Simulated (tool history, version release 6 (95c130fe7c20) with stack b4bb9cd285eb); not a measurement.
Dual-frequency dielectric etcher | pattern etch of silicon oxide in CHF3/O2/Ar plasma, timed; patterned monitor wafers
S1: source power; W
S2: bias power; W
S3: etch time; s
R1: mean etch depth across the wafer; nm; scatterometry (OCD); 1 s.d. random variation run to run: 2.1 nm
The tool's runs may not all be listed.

run  hour   S1   S2     S3      R1
  1     0  790  173  304.5  656.19
  2   6.8  770  172  304.5  654.53
  3   8.1  770  191  304.5  669.21
  4   9.6  710  191  304.5  649.72
  5  17.8  710  164  304.5  627.07
  6  23.6  830  164  304.5  662.76
  7    27  800  162    304  655.07

Forecast run 8:
  8  28.6  780  161  303.5   ?

Run 8 yielded R1 642.4 nm.
